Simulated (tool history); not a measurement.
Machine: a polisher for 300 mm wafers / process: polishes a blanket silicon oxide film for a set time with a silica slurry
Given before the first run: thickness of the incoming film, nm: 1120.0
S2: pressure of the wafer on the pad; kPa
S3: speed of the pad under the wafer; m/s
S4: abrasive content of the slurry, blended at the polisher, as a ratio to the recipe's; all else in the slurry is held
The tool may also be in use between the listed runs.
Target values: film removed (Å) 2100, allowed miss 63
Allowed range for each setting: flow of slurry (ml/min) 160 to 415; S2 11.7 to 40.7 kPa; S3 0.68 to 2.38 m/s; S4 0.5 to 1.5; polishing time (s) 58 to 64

Run 1, hour 0: flow of slurry (ml/min) 265, S2 26.2 kPa, S3 1.52 m/s, S4 1, polishing time (s) 64. Result: film removed (Å) 2988.1.
Run 2, hour 9: flow of slurry (ml/min) 265, S2 26.2 kPa, S3 1.84 m/s, S4 1, polishing time (s) 64. Result: film removed (Å) 3401.6.
Run 3, hour 10.3: flow of slurry (ml/min) 265, S2 26.2 kPa, S3 2 m/s, S4 1, polishing time (s) 64. Result: film removed (Å) 3662.3.
Run 4, hour 16.8: flow of slurry (ml/min) 265, S2 29 kPa, S3 2 m/s, S4 1, polishing time (s) 64. Result: film removed (Å) 4006.7.
Run 5, hour 20.1: flow of slurry (ml/min) 265, S2 29 kPa, S3 2 m/s, S4 1, polishing time (s) 58. Result: film removed (Å) 3552.1.
Run 6, hour 22.4: flow of slurry (ml/min) 265, S2 26.2 kPa, S3 1.98 m/s, S4 1, polishing time (s) 58. Result: film removed (Å) 3294.2.
Run 7, hour 24.6: flow of slurry (ml/min) 265, S2 24.1 kPa, S3 1.98 m/s, S4 1, polishing time (s) 58. Result: film removed (Å) 3094.5.
Run 8, hour 32.1: flow of slurry (ml/min) 265, S2 22.1 kPa, S3 1.98 m/s, S4 1, polishing time (s) 58. Result: film removed (Å) 2839.9.
Run 9, hour 40.6: flow of slurry (ml/min) 265, S2 20.7 kPa, S3 1.98 m/s, S4 1, polishing time (s) 58. Result: film removed (Å) 2670.5.
Run 10, hour 44.9: flow of slurry (ml/min) 260, S2 13.8 kPa, S3 1.96 m/s, S4 1, polishing time (s) 58. Result: film removed (Å) 1994.1.

Next run, 4 choices. One meets every target within its allowed miss, the rest don't. Which?
Run A, hour 49.2: flow of slurry (ml/min) 230, S2 14.5 kPa, S3 1.8 m/s, S4 0.95, polishing time (s) 58. Result: film removed (Å) ?.
Run B, hour 49.2: flow of slurry (ml/min) 305, S2 16.5 kPa, S3 1.66 m/s, S4 0.75, polishing time (s) 58. Result: film removed (Å) ?.
Run C, hour 49.2: flow of slurry (ml/min) 240, S2 13.8 kPa, S3 2.26 m/s, S4 0.95, polishing time (s) 61. Result: film removed (Å) ?.
Run D, hour 49.2: flow of slurry (ml/min) 245, S2 16.5 kPa, S3 1.62 m/s, S4 1.05, polishing time (s) 60. Result: film removed (Å) ?.

move  film removed (Å)
   A            1886.3
   B            1814.6
   C            2278.5
   D            2089.9
A: moves away from the targets compared with the last run
B: moves away from the targets compared with the last run
C: moves the result that the last run missed by most past its target, out the other side
D: meets every target
The move that meets every target is D.
